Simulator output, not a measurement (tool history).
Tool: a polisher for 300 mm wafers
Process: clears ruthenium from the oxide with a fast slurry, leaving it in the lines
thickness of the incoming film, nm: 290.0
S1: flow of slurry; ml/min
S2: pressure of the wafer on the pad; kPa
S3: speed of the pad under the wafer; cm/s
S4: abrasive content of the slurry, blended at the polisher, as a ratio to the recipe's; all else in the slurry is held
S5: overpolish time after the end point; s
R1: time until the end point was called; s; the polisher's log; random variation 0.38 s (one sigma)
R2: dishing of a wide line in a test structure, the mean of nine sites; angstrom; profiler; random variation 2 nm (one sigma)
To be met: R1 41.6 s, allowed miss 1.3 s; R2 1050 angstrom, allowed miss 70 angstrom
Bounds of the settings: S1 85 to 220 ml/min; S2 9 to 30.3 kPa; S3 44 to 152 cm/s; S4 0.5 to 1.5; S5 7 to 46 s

run 1 day=0 | S1=140 S2=19.3 S3=98 S4=1 S5=24 | R1=61.783 R2=806.33
run 2 day=0.321 | S1=140 S2=19.3 S3=98 S4=1 S5=33 | R1=62.062 R2=960.56
run 3 day=0.504 | S1=140 S2=19.3 S3=98 S4=1 S5=41 | R1=62.697 R2=1180.1
run 4 day=0.708 | S1=140 S2=19.3 S3=98 S4=1 S5=37 | R1=62.139 R2=1039.6
run 5 day=1.025 | S1=140 S2=19.3 S3=98 S4=0.85 S5=37 | R1=67.635 R2=986.07
run 6 day=1.046 | S1=150 S2=21.4 S3=98 S4=0.85 S5=34 | R1=61.748 R2=987.61
run 7 day=1.238 | S1=150 S2=21.4 S3=98 S4=0.85 S5=34 | R1=61.632 R2=1038.8
run 8 day=1.3 | S1=150 S2=21.4 S3=98 S4=0.85 S5=34 | R1=61.315 R2=1014.6
run 9 day=1.446 | S1=150 S2=23.4 S3=98 S4=0.85 S5=31 | R1=57.653 R2=1033.7
run 10 day=1.612 | S1=155 S2=24.8 S3=100 S4=0.85 S5=27 | R1=53.333 R2=918.38
run 11 day=1.908 | S1=160 S2=26.2 S3=100 S4=0.85 S5=27 | R1=50.664 R2=1007.3
run 12 day=1.958 | S1=160 S2=26.9 S3=102 S4=0.85 S5=26 | R1=48.616 R2=973.89
run 13 day=2.008 | S1=160 S2=27.6 S3=102 S4=0.85 S5=26 | R1=47.79 R2=982.66

Which of these 5 next moves meets every target?
run A day=2.058 | S1=150 S2=27.6 S3=112 S4=0.9 S5=21 | R1=? R2=?
run B day=2.058 | S1=175 S2=26.2 S3=100 S4=0.75 S5=25 | R1=? R2=?
run C day=2.058 | S1=200 S2=29 S3=114 S4=0.8 S5=24 | R1=? R2=?
run D day=2.058 | S1=145 S2=25.5 S3=92 S4=0.85 S5=23 | R1=? R2=?
run E day=2.058 | S1=145 S2=27.6 S3=82 S4=0.9 S5=31 | R1=? R2=?

move=A R1=43.607 R2=896.28
move=B R1=53.949 R2=870.07
move=C R1=41.878 R2=1021
move=D R1=57.257 R2=777.2
move=E R1=57.643 R2=974.29
A: nearer than the last run, and not there yet
B: further off than the last run
C: meets every target
D: further off than the last run
E: further off than the last run
The right move is C.

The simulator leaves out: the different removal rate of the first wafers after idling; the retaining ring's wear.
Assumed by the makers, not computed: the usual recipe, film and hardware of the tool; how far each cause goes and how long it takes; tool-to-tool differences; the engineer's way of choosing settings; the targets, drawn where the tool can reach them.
